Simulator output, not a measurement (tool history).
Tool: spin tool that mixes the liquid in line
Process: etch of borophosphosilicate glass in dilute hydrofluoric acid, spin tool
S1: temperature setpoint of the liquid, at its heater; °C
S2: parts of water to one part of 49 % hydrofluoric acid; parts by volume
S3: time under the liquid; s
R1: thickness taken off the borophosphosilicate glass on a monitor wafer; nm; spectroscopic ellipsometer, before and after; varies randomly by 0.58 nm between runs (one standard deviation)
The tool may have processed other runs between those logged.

| run | hour | S1 | S2 | S3 | R1 |
|---|---|---|---|---|---|
| 1 | 0.0 | 23.0 | 50 | 50 | 48.180 |
| 2 | 1.9 | 25.5 | 50 | 50 | 53.237 |
| 3 | 4.0 | 23.5 | 50 | 50 | 49.372 |
| 4 | 9.6 | 23.5 | 60 | 50 | 40.565 |
| 5 | 13.2 | 23.5 | 50 | 50 | 49.433 |
| 6 | 21.9 | 23.5 | 50 | 55 | 54.062 |
| 7 | 25.7 | 23.5 | 50 | 55 | 54.113 |
| 8 | 30.9 | 27.5 | 30 | 55 | 109.880 |
| 9 | 37.5 | 28.0 | 30 | 55 | 111.730 |
| 10 | 44.3 | 28.5 | 30 | 55 | 113.660 |

Run 11 comes next. What will it give?
| 11 | 48.2 | 29.0 | 30 | 55 | ? |

Run 11 produced R1 116.520 nm.
